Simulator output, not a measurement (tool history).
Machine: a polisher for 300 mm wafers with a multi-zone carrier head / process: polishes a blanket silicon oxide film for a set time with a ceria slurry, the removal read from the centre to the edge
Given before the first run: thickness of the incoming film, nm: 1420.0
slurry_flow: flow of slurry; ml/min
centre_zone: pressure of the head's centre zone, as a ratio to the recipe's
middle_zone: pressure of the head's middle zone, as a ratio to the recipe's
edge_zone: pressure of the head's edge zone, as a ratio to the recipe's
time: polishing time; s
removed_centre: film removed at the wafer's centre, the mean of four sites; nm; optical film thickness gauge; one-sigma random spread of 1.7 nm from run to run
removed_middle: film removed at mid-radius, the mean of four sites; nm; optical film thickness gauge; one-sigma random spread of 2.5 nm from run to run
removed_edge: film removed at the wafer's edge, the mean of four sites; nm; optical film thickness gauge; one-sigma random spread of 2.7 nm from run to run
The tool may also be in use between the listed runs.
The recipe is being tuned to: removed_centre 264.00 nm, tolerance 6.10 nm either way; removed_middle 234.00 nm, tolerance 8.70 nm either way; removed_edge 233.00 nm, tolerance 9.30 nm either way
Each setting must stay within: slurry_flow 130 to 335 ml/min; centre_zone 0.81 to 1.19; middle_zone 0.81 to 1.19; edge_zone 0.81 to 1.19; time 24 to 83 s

Run 1, hour 0.0: slurry_flow 215 ml/min, centre_zone 1.00, middle_zone 1.00, edge_zone 1.00, time 53 s. Result: removed_centre 215.15 nm, removed_middle 214.67 nm, removed_edge 218.82 nm.
Run 2, hour 2.9: slurry_flow 230 ml/min, centre_zone 1.03, middle_zone 1.01, edge_zone 1.01, time 53 s. Result: removed_centre 226.41 nm, removed_middle 217.46 nm, removed_edge 217.18 nm.
Run 3, hour 6.1: slurry_flow 240 ml/min, centre_zone 1.05, middle_zone 1.01, edge_zone 1.03, time 54 s. Result: removed_centre 231.57 nm, removed_middle 228.49 nm, removed_edge 226.00 nm.
Run 4, hour 14.9: slurry_flow 240 ml/min, centre_zone 1.11, middle_zone 1.01, edge_zone 1.03, time 54 s. Result: removed_centre 247.53 nm, removed_middle 226.34 nm, removed_edge 227.59 nm.
Run 5, hour 18.3: slurry_flow 240 ml/min, centre_zone 1.11, middle_zone 1.01, edge_zone 1.03, time 41 s. Result: removed_centre 188.26 nm, removed_middle 169.56 nm, removed_edge 174.99 nm.
Run 6, hour 27.2: slurry_flow 240 ml/min, centre_zone 1.04, middle_zone 1.01, edge_zone 1.03, time 41 s. Result: removed_centre 177.17 nm, removed_middle 171.04 nm, removed_edge 173.89 nm.
Run 7, hour 28.7: slurry_flow 245 ml/min, centre_zone 1.08, middle_zone 1.01, edge_zone 1.04, time 44 s. Result: removed_centre 195.40 nm, removed_middle 181.64 nm, removed_edge 188.84 nm.
Run 8, hour 37.3: slurry_flow 255 ml/min, centre_zone 1.11, middle_zone 1.02, edge_zone 1.05, time 46 s. Result: removed_centre 212.92 nm, removed_middle 193.94 nm, removed_edge 198.42 nm.
Run 9, hour 41.9: slurry_flow 270 ml/min, centre_zone 1.13, middle_zone 1.03, edge_zone 1.07, time 47 s. Result: removed_centre 223.54 nm, removed_middle 200.16 nm, removed_edge 203.94 nm.
Run 10, hour 45.1: slurry_flow 280 ml/min, centre_zone 1.14, middle_zone 1.05, edge_zone 1.09, time 48 s. Result: removed_centre 231.65 nm, removed_middle 208.96 nm, removed_edge 207.12 nm.
Run 11, hour 48.3: slurry_flow 280 ml/min, centre_zone 1.15, middle_zone 1.05, edge_zone 1.10, time 49 s. Result: removed_centre 238.01 nm, removed_middle 216.83 nm, removed_edge 211.95 nm.
Run 12, hour 56.3: slurry_flow 285 ml/min, centre_zone 1.16, middle_zone 1.05, edge_zone 1.11, time 50 s. Result: removed_centre 243.78 nm, removed_middle 221.73 nm, removed_edge 220.32 nm.
Run 13, hour 60.5: slurry_flow 290 ml/min, centre_zone 1.17, middle_zone 1.05, edge_zone 1.11, time 50 s. Result: removed_centre 245.35 nm, removed_middle 221.82 nm, removed_edge 220.76 nm.

Pick the move, out of 5, that brings all results within their allowed miss; only one does.
Run A, hour 64.7: slurry_flow 300 ml/min, centre_zone 1.18, middle_zone 0.91, edge_zone 1.09, time 54 s. Result: removed_centre ?, removed_middle ?, removed_edge ?.
Run B, hour 64.7: slurry_flow 330 ml/min, centre_zone 0.99, middle_zone 1.11, edge_zone 1.14, time 50 s. Result: removed_centre ?, removed_middle ?, removed_edge ?.
Run C, hour 64.7: slurry_flow 225 ml/min, centre_zone 1.19, middle_zone 1.07, edge_zone 1.08, time 54 s. Result: removed_centre ?, removed_middle ?, removed_edge ?.
Run D, hour 64.7: slurry_flow 325 ml/min, centre_zone 1.05, middle_zone 1.05, edge_zone 1.19, time 52 s. Result: removed_centre ?, removed_middle ?, removed_edge ?.
Run E, hour 64.7: slurry_flow 275 ml/min, centre_zone 1.19, middle_zone 1.14, edge_zone 1.09, time 49 s. Result: removed_centre ?, removed_middle ?, removed_edge ?.

move  removed_centre  removed_middle  removed_edge
   A          271.96          212.48        240.02
   B          217.36          235.04        228.19
   C          264.06          235.23        232.24
   D          237.86          232.70        242.41
   E          246.55          231.15        215.58
A: takes the result that was furthest off past its target
B: further off than the last run
C: every result lands within tolerance
D: further off than the last run
E: better than the last run, though not everything is in spec
So the answer is move C, the one that meets all the targets.

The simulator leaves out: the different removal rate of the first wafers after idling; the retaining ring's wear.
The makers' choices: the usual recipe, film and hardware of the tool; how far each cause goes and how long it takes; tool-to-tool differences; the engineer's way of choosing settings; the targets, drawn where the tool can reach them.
